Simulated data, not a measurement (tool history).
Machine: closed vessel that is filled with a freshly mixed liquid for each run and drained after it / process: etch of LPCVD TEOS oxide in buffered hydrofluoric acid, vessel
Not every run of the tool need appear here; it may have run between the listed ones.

run	day	temperature setpoint of the liquid (K)	parts of 40 % ammonium fluoride to one part of 49 % hydrofluoric acid (parts by volume)	time in the liquid (s)	thickness taken off the LPCVD TEOS oxide on a monitor wafer (angstrom)
1	0.000	296.15	13.0	35	603.77
2	0.250	297.15	13.0	35	646.55
3	0.354	298.15	13.0	35	681.30
4	0.542	299.65	13.0	35	739.18
5	0.750	299.65	14.5	35	659.34
6	0.854	300.65	14.5	35	712.43

The next listed run, before its measurement:
7	1.067	301.15	14.5	35	?

{"run 7": {"thickness taken off the LPCVD TEOS oxide on a monitor wafer (angstrom)": 724.88}}
